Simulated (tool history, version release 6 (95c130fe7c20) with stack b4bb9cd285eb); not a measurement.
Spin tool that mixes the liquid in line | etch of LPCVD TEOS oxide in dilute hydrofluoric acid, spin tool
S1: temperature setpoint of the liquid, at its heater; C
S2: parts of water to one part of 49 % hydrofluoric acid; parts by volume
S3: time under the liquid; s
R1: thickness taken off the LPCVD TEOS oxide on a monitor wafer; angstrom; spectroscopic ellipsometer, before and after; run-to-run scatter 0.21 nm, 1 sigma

run	day	S1	S2	S3	R1
1	0.000	22.0	165	155	452.24
2	0.238	22.0	165	155	455.93
3	0.438	23.5	165	155	486.93
4	0.571	22.0	170	155	441.42
5	0.688	20.5	175	155	401.44
6	0.742	19.5	180	155	375.26
7	1.104	19.0	185	155	356.69

Predict the results of run 8:
8	1.362	18.5	185	155	?

Run 8 came out at R1 347.11 angstrom.
